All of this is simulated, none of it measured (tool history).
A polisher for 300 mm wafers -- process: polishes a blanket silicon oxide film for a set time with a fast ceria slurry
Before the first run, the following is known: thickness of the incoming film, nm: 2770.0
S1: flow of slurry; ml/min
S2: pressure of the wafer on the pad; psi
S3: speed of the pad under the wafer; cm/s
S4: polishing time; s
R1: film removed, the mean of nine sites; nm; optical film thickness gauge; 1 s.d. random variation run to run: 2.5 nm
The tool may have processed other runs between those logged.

run 1 day=0 | S1=170 S2=1.9 S3=124 S4=40 | R1=575.74
run 2 day=0.333 | S1=170 S2=2.1 S3=124 S4=40 | R1=634.84
run 3 day=0.508 | S1=195 S2=2.1 S3=124 S4=40 | R1=651.62
run 4 day=0.808 | S1=195 S2=2.1 S3=124 S4=35 | R1=558.54
run 5 day=0.854 | S1=225 S2=2.1 S3=124 S4=35 | R1=578.97
run 6 day=1.212 | S1=225 S2=2.1 S3=146 S4=35 | R1=647.32

Forecast run 7:
run 7 day=1.358 | S1=225 S2=2 S3=146 S4=35 | R1=?

{"run 7": {"R1": 618.76}}
